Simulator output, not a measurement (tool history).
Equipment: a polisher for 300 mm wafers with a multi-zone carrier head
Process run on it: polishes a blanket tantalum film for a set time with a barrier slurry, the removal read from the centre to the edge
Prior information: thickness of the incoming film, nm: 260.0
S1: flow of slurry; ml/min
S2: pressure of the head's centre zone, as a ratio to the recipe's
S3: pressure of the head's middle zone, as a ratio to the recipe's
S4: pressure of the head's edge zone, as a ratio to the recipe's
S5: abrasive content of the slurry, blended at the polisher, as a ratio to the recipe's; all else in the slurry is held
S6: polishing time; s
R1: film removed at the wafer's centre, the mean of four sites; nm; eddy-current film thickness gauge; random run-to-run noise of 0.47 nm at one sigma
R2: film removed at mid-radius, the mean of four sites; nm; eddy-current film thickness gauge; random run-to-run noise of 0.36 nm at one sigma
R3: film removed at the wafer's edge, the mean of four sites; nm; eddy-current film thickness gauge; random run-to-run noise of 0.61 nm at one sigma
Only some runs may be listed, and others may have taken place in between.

Run 1, hour 0: S1 130 ml/min, S2 1, S3 1, S4 1, S5 1, S6 59 s. Result: R1 62.849 nm, R2 62.296 nm, R3 65.157 nm.
Run 2, hour 4.6: S1 125 ml/min, S2 0.97, S3 1, S4 0.98, S5 0.9, S6 56 s. Result: R1 54.357 nm, R2 57.197 nm, R3 60.259 nm.
Run 3, hour 5.2: S1 125 ml/min, S2 0.97, S3 1, S4 1.04, S5 0.9, S6 56 s. Result: R1 54.982 nm, R2 57.515 nm, R3 58.325 nm.
Run 4, hour 13: S1 120 ml/min, S2 0.96, S3 0.99, S4 1.05, S5 0.8, S6 54 s. Result: R1 51.343 nm, R2 52.952 nm, R3 57.021 nm.
Run 5, hour 18.6: S1 125 ml/min, S2 0.96, S3 1, S4 1.05, S5 0.75, S6 50 s. Result: R1 47.154 nm, R2 48.603 nm, R3 51.81 nm.
Run 6, hour 21.6: S1 125 ml/min, S2 0.95, S3 1.02, S4 1.05, S5 0.7, S6 48 s. Result: R1 43.254 nm, R2 46.989 nm, R3 49.655 nm.
Run 7, hour 27.7: S1 125 ml/min, S2 0.96, S3 1.04, S4 1.05, S5 0.65, S6 46 s. Result: R1 41.345 nm, R2 45.042 nm, R3 46.302 nm.
Run 8, hour 35.5: S1 125 ml/min, S2 0.96, S3 1.04, S4 1.05, S5 0.65, S6 46 s. Result: R1 42.279 nm, R2 45.2 nm, R3 45.636 nm.
Run 9, hour 36.7: S1 120 ml/min, S2 0.95, S3 1.04, S4 1.05, S5 0.6, S6 45 s. Result: R1 39.654 nm, R2 42.737 nm, R3 44.633 nm.

Run 10, settings as shown, results not yet in. Your forecast:
Run 10, hour 40.5: S1 115 ml/min, S2 0.95, S3 1.05, S4 1.04, S5 0.6, S6 45 s. Result: R1 ?, R2 ?, R3 ?.

{"run 10": {"R1": 38.761, "R2": 42.794, "R3": 43.509}}
